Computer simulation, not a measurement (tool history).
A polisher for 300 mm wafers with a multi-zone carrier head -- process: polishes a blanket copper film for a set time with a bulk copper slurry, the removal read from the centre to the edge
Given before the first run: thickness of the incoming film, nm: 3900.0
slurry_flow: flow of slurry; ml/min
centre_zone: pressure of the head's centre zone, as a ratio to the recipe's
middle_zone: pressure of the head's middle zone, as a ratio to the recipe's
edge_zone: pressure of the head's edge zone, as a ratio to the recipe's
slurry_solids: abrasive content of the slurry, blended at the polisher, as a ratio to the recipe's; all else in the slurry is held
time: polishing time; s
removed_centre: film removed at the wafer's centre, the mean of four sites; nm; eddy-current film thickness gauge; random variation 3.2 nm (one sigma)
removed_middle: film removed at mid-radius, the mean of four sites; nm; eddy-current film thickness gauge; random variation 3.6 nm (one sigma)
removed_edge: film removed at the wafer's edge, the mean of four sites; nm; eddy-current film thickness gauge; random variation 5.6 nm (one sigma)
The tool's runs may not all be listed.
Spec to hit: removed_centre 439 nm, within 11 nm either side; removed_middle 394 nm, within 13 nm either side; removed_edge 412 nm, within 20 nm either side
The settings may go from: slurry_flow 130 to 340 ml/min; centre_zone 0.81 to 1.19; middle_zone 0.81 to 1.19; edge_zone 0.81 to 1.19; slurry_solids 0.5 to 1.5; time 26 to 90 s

run	hour	slurry_flow	centre_zone	middle_zone	edge_zone	slurry_solids	time	removed_centre	removed_middle	removed_edge
1	0	220	1	1	1	1	58	382.67	378.73	385.54
2	5.5	220	1	1	1	0.85	58	363.22	354.69	361.36
3	8	220	1	1	0.95	0.85	58	365.73	350.93	357.33
4	13.5	230	1.02	1	0.98	0.9	58	379.14	360.03	368.65
5	14.4	230	1.09	1	0.98	0.9	58	406.96	360.05	366.75
6	16.8	230	1.06	1	0.98	0.9	58	392.57	356.62	369.34
7	17.9	240	1.07	1.01	1	0.95	58	416.27	370.46	373.72
8	19	240	1.07	1	1.02	1	58	413.4	375.23	394.21
9	20.3	250	1.07	1.01	1.03	1	58	416.01	379.19	387.53
10	21.3	250	1.07	1.01	1.03	1	58	414.05	382.59	393.19
11	22.6	255	1.08	1.01	1.04	1	58	423.81	385.61	402.52
12	25.1	260	1.08	1.01	1.04	1	58	422.2	386.79	402.11

4 candidate next runs follow, results not yet known. Just one meets every target within its allowed miss. Identify it.
A	27.6	285	1.11	1.05	1.07	0.9	60	?	?	?
B	27.6	280	1.11	0.93	1.01	1.05	57	?	?	?
C	27.6	230	1.07	1.08	0.97	0.9	60	?	?	?
D	27.6	250	1.09	1.04	1.04	0.95	57	?	?	?

move	removed_centre	removed_middle	removed_edge
A	445.88	399.09	403.71
B	444.05	363	393.34
C	417.5	397.42	379.5
D	416.3	377.41	381.27
A: every result within its allowed miss
B: brings the result that was furthest off to its target, and leaves another outside
C: its largest miss is bigger than the last run's
D: its largest miss is bigger than the last run's
Move A is the one to make.

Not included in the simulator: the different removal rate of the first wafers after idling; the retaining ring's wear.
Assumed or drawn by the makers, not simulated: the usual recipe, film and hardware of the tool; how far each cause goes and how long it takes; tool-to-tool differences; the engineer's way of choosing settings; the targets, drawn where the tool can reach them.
